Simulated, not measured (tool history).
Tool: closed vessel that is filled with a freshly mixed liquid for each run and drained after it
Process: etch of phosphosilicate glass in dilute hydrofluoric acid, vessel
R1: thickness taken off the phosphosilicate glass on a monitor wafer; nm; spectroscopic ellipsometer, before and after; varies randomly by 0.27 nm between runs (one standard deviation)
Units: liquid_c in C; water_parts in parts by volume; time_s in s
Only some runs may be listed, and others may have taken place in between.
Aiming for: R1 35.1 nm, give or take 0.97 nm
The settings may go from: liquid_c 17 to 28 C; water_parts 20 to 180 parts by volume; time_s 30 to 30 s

{"run": 1, "hour": 0.0, "liquid_c": 20, "water_parts": 100, "time_s": 30, "R1": 15.775}
{"run": 2, "hour": 1.3, "liquid_c": 21.5, "water_parts": 90, "time_s": 30, "R1": 18.665}
{"run": 3, "hour": 3.0, "liquid_c": 22.5, "water_parts": 85, "time_s": 30, "R1": 20.867}
{"run": 4, "hour": 4.4, "liquid_c": 22.5, "water_parts": 85, "time_s": 30, "R1": 20.842}
{"run": 5, "hour": 10.3, "liquid_c": 23.5, "water_parts": 80, "time_s": 30, "R1": 23.027}
{"run": 6, "hour": 17.0, "liquid_c": 24, "water_parts": 75, "time_s": 30, "R1": 25.431}
{"run": 7, "hour": 24.1, "liquid_c": 24.5, "water_parts": 75, "time_s": 30, "R1": 25.723}
{"run": 8, "hour": 33.0, "liquid_c": 25, "water_parts": 75, "time_s": 30, "R1": 26.505}
{"run": 9, "hour": 34.6, "liquid_c": 25.5, "water_parts": 75, "time_s": 30, "R1": 27.225}
{"run": 10, "hour": 38.3, "liquid_c": 26, "water_parts": 75, "time_s": 30, "R1": 27.157}
{"run": 11, "hour": 46.7, "liquid_c": 26.5, "water_parts": 70, "time_s": 30, "R1": 29.84}

Consider the 5 candidate settings below. Which is the only one whose results all fall within their allowed miss of target?
{"run": "A", "hour": 55.1, "liquid_c": 21.5, "water_parts": 50, "time_s": 30, "R1": "?"}
{"run": "B", "hour": 55.1, "liquid_c": 23.5, "water_parts": 60, "time_s": 30, "R1": "?"}
{"run": "C", "hour": 55.1, "liquid_c": 27, "water_parts": 60, "time_s": 30, "R1": "?"}
{"run": "D", "hour": 55.1, "liquid_c": 28, "water_parts": 70, "time_s": 30, "R1": "?"}
{"run": "E", "hour": 55.1, "liquid_c": 20.5, "water_parts": 45, "time_s": 30, "R1": "?"}

move=A R1=35.961
move=B R1=32.149
move=C R1=37.034
move=D R1=32.56
move=E R1=38.542
A: every result lands within tolerance
B: gains on the last run, yet a result remains outside its allowed miss
C: carries the result that was furthest off beyond its target, to the other side
D: gains on the last run, yet a result remains outside its allowed miss
E: carries the result that was furthest off beyond its target, to the other side
A meets every target.

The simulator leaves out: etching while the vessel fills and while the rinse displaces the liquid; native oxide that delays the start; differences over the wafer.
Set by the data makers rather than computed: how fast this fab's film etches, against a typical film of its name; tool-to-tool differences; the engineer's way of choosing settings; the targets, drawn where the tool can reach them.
